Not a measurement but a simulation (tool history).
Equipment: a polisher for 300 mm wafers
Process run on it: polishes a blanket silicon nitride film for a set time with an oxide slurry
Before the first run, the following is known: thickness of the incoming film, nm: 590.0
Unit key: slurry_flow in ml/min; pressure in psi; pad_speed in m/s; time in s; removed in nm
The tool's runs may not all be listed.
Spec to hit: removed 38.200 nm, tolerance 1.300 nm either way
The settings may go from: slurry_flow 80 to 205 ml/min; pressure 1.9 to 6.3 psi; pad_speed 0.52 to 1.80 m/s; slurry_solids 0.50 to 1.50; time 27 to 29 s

Run 1, hour 0.0: slurry_flow 135 ml/min, pressure 4.1 psi, pad_speed 1.16 m/s, slurry_solids 1.00, time 29 s. Result: removed 26.640 nm.
Run 2, hour 1.9: slurry_flow 135 ml/min, pressure 4.1 psi, pad_speed 1.36 m/s, slurry_solids 1.00, time 29 s. Result: removed 29.408 nm.
Run 3, hour 2.8: slurry_flow 135 ml/min, pressure 4.1 psi, pad_speed 1.36 m/s, slurry_solids 0.85, time 29 s. Result: removed 27.480 nm.
Run 4, hour 9.2: slurry_flow 160 ml/min, pressure 4.1 psi, pad_speed 1.36 m/s, slurry_solids 0.85, time 29 s. Result: removed 29.323 nm.
Run 5, hour 13.5: slurry_flow 170 ml/min, pressure 4.3 psi, pad_speed 1.36 m/s, slurry_solids 0.85, time 29 s. Result: removed 30.626 nm.
Run 6, hour 19.5: slurry_flow 175 ml/min, pressure 4.6 psi, pad_speed 1.36 m/s, slurry_solids 0.85, time 29 s. Result: removed 32.722 nm.
Run 7, hour 24.6: slurry_flow 180 ml/min, pressure 4.8 psi, pad_speed 1.36 m/s, slurry_solids 0.85, time 29 s. Result: removed 34.133 nm.
Run 8, hour 33.4: slurry_flow 185 ml/min, pressure 5.0 psi, pad_speed 1.36 m/s, slurry_solids 0.85, time 29 s. Result: removed 34.686 nm.

Exercise: of the 4 proposed moves below, exactly one satisfies all targets within the stated allowed misses. Which move is it?
Run A, hour 42.2: slurry_flow 185 ml/min, pressure 4.8 psi, pad_speed 1.26 m/s, slurry_solids 0.85, time 28 s. Result: removed ?.
Run B, hour 42.2: slurry_flow 205 ml/min, pressure 5.5 psi, pad_speed 1.36 m/s, slurry_solids 0.75, time 29 s. Result: removed ?.
Run C, hour 42.2: slurry_flow 115 ml/min, pressure 5.1 psi, pad_speed 1.32 m/s, slurry_solids 0.95, time 29 s. Result: removed ?.
Run D, hour 42.2: slurry_flow 205 ml/min, pressure 5.0 psi, pad_speed 1.16 m/s, slurry_solids 1.05, time 29 s. Result: removed ?.

move  removed
   A   31.454
   B   37.811
   C   34.181
   D   35.096
A: the biggest miss grows against the last run
B: in spec on every target
C: the biggest miss grows against the last run
D: closer than the last run, but not yet in spec
Move B is the one to make.
